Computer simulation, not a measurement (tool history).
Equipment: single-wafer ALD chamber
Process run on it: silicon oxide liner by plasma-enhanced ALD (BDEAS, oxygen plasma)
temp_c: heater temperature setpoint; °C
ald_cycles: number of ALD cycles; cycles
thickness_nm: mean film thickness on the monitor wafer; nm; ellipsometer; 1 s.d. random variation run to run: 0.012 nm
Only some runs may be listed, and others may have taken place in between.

Run 1, hour 0.0: temp_c 310 °C, ald_cycles 27 cycles. Result: thickness_nm 2.7481 nm.
Run 2, hour 7.5: temp_c 310 °C, ald_cycles 29 cycles. Result: thickness_nm 2.9312 nm.
Run 3, hour 15.2: temp_c 311 °C, ald_cycles 28 cycles. Result: thickness_nm 2.8200 nm.
Run 4, hour 21.3: temp_c 312 °C, ald_cycles 27 cycles. Result: thickness_nm 2.7359 nm.
Run 5, hour 30.0: temp_c 312 °C, ald_cycles 29 cycles. Result: thickness_nm 2.9405 nm.
Run 6, hour 37.9: temp_c 312 °C, ald_cycles 32 cycles. Result: thickness_nm 3.2163 nm.
Run 7, hour 45.5: temp_c 324 °C, ald_cycles 28 cycles. Result: thickness_nm 2.7798 nm.
Run 8, hour 49.5: temp_c 324 °C, ald_cycles 27 cycles. Result: thickness_nm 2.6756 nm.
Run 9, hour 52.3: temp_c 324 °C, ald_cycles 26 cycles. Result: thickness_nm 2.5835 nm.
Run 10, hour 57.6: temp_c 324 °C, ald_cycles 25 cycles. Result: thickness_nm 2.4696 nm.

Run 11 is up next; what results do you expect?
Run 11, hour 62.8: temp_c 326 °C, ald_cycles 21 cycles. Result: thickness_nm ?.

thickness_nm: 2.0673 nm

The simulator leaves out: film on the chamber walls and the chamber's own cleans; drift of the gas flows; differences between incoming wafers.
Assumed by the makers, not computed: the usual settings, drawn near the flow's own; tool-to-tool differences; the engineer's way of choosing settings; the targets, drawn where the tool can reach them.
